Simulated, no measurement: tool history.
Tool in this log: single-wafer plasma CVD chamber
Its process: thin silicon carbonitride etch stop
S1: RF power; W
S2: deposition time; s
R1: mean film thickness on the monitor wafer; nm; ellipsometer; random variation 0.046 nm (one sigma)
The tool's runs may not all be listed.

run,hour,S1,S2,R1
1,0.0,260,15.2,9.1884
2,3.6,235,15.2,8.9426
3,12.3,255,15.9,9.5194
4,12.9,270,16.4,9.9711
5,19.8,285,16.8,10.2390
6,26.9,290,17.2,10.5180
7,34.5,295,17.5,10.6490
8,43.4,300,17.8,10.9300

For run 9, what comes out?
9,45.6,305,18.0,?

{"run 9": {"R1": 11.134}}
